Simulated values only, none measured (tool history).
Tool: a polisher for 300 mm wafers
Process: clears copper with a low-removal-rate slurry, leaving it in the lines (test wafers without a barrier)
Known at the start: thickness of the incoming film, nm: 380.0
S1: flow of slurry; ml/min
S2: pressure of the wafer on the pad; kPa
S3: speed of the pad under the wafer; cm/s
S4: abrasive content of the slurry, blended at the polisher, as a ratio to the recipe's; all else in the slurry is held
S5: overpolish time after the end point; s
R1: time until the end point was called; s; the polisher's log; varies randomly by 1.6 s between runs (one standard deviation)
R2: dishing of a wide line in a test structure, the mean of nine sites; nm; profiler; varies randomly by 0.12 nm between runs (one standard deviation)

run 1 day=0.000 | S1=140 S2=28.3 S3=116 S4=1.00 S5=10 | R1=94.235 R2=26.254
run 2 day=0.108 | S1=140 S2=24.1 S3=116 S4=1.00 S5=10 | R1=109.530 R2=22.667
run 3 day=0.475 | S1=145 S2=21.4 S3=124 S4=1.00 S5=8 | R1=110.350 R2=18.175
run 4 day=0.638 | S1=160 S2=19.3 S3=132 S4=0.90 S5=7 | R1=118.530 R2=15.341
run 5 day=0.808 | S1=185 S2=19.3 S3=132 S4=0.90 S5=7 | R1=116.210 R2=15.606
run 6 day=1.075 | S1=185 S2=19.3 S3=122 S4=0.90 S5=7 | R1=127.220 R2=14.357
run 7 day=1.329 | S1=195 S2=17.9 S3=134 S4=0.80 S5=6 | R1=131.220 R2=12.553

Expected results for the next run?
run 8 day=1.650 | S1=200 S2=17.9 S3=144 S4=0.75 S5=5 | R1=? R2=?

{"run 8": {"R1": 114.74, "R2": 11.357}}
